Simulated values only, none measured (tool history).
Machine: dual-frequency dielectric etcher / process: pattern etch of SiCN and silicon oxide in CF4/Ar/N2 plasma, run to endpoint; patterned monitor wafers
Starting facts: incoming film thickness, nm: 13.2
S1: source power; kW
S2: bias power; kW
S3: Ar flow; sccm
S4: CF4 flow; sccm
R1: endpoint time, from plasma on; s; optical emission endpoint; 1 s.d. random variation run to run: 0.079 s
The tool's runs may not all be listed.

Run 1, hour 0.0: S1 0.590 kW, S2 0.074 kW, S3 126 sccm, S4 68 sccm. Result: R1 12.431 s.
Run 2, hour 3.9: S1 0.590 kW, S2 0.074 kW, S3 126 sccm, S4 61 sccm. Result: R1 12.647 s.
Run 3, hour 8.2: S1 0.590 kW, S2 0.079 kW, S3 126 sccm, S4 61 sccm. Result: R1 12.289 s.
Run 4, hour 10.2: S1 0.590 kW, S2 0.079 kW, S3 113 sccm, S4 61 sccm. Result: R1 12.105 s.
Run 5, hour 16.8: S1 0.590 kW, S2 0.079 kW, S3 121 sccm, S4 61 sccm. Result: R1 12.201 s.
Run 6, hour 23.1: S1 0.540 kW, S2 0.078 kW, S3 121 sccm, S4 61 sccm. Result: R1 13.606 s.
Run 7, hour 24.4: S1 0.510 kW, S2 0.078 kW, S3 121 sccm, S4 61 sccm. Result: R1 14.517 s.
Run 8, hour 31.4: S1 0.490 kW, S2 0.078 kW, S3 121 sccm, S4 61 sccm. Result: R1 15.313 s.

For run 9, what comes out?
Run 9, hour 33.5: S1 0.410 kW, S2 0.077 kW, S3 121 sccm, S4 61 sccm. Result: R1 ?.

R1: 18.975 s
